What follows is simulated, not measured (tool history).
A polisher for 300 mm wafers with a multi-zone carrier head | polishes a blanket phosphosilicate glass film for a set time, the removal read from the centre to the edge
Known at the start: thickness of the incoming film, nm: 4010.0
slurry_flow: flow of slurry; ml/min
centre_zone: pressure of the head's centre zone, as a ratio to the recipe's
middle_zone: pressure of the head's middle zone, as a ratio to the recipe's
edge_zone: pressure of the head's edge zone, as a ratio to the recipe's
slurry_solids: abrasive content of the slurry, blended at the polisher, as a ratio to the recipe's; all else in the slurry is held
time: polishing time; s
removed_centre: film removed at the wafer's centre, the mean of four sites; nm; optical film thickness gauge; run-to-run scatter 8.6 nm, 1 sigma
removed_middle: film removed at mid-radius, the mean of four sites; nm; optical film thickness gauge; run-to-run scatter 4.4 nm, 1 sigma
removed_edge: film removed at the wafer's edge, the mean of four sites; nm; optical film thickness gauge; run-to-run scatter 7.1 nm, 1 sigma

run,hour,slurry_flow,centre_zone,middle_zone,edge_zone,slurry_solids,time,removed_centre,removed_middle,removed_edge
1,0,280,1,1,1,1,46,389.94,408.49,419.61
2,1.3,290,1.05,1,1.01,1.15,46,435.96,427.9,430.71
3,7.2,290,1.05,1,1.01,0.95,46,416.42,398.79,417.49
4,16,295,1.08,1,1.05,1.1,47,452.17,423.64,430.8
5,17.8,295,1.08,1,1.05,1.2,47,471.99,434.19,457.96
6,21.9,295,1.08,1,1.05,1.2,36,351.65,335.23,348.54

For run 7, what comes out?
7,27.9,295,1.1,1,1.06,1.3,40,?,?,?

Run 7 gave removed_centre 405.41 nm, removed_middle 375.22 nm, removed_edge 391.89 nm.
